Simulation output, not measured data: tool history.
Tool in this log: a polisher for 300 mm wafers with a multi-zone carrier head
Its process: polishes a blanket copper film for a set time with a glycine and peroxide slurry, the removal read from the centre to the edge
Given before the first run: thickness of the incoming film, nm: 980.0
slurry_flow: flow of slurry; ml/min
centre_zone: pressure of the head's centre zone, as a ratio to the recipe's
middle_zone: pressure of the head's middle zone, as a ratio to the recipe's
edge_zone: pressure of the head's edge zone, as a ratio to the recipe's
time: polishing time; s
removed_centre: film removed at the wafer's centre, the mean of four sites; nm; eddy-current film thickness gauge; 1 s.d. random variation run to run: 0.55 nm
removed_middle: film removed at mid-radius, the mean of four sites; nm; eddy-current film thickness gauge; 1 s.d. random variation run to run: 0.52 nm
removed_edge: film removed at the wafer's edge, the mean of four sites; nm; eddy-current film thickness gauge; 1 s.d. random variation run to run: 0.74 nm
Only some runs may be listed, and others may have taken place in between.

run    day  slurry_flow  centre_zone  middle_zone  edge_zone  time  removed_centre  removed_middle  removed_edge
  1  0.000          125         1.00         1.00       1.00    41         202.640         191.380       200.840
  2  0.325          110         0.94         0.94       0.95    34         150.870         146.370       160.330
  3  0.475          100         0.92         0.90       0.92    30         125.780         120.840       136.460
  4  0.633          100         0.92         0.97       0.92    30         126.590         127.590       136.770
  5  0.658          100         0.92         1.05       0.92    30         124.020         137.020       136.720
  6  0.929           95         0.90         0.98       0.90    27         108.440         112.650       122.540
  7  1.129           85         0.84         0.88       0.81    21          75.043          77.813        89.946
  8  1.196           95         0.84         0.86       0.83    21          78.048          80.428        93.022
  9  1.404          110         0.89         0.81       0.93    20          83.129          75.898        94.455

Predict the results of run 10:
 10  1.754          115         0.88         0.82       0.95    20               ?               ?             ?

{"run 10": {"removed_centre": 83.625, "removed_middle": 78.095, "removed_edge": 95.618}}

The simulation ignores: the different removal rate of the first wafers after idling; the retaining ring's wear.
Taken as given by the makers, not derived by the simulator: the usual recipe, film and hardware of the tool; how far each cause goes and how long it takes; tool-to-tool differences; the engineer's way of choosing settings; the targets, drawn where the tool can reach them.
